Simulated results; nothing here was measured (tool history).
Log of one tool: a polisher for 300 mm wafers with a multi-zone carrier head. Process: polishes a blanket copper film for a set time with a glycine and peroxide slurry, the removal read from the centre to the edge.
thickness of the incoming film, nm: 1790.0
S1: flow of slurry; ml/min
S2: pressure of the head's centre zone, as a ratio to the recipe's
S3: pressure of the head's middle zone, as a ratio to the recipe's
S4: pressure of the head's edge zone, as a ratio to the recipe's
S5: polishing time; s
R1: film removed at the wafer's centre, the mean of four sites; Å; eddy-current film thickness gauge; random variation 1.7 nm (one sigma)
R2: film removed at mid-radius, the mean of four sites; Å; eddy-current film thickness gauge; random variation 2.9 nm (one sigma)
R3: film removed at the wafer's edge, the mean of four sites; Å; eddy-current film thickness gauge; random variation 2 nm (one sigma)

| run | hour | S1 | S2 | S3 | S4 | S5 | R1 | R2 | R3 |
|---|---|---|---|---|---|---|---|---|---|
| 1 | 0.0 | 185 | 1.00 | 1.00 | 1.00 | 69 | 3773.6 | 3791.7 | 3671.2 |
| 2 | 1.3 | 185 | 1.00 | 1.00 | 0.98 | 65 | 3515.8 | 3528.4 | 3439.1 |
| 3 | 3.8 | 185 | 1.01 | 1.01 | 0.96 | 62 | 3357.5 | 3406.7 | 3269.8 |
| 4 | 7.2 | 185 | 1.01 | 1.01 | 0.96 | 73 | 3986.6 | 4004.8 | 3891.6 |
| 5 | 9.6 | 185 | 1.01 | 0.93 | 0.96 | 73 | 3956.3 | 3808.6 | 3843.9 |
| 6 | 14.2 | 185 | 1.01 | 0.87 | 0.96 | 73 | 3992.4 | 3611.7 | 3898.2 |
| 7 | 22.8 | 185 | 1.01 | 0.89 | 0.94 | 69 | 3748.6 | 3470.0 | 3689.8 |

Forecast run 8:
| 8 | 28.4 | 185 | 1.02 | 0.92 | 0.93 | 65 | ? | ? | ? |

{"run 8": {"R1": 3572.2, "R2": 3277.6, "R3": 3404.2}}
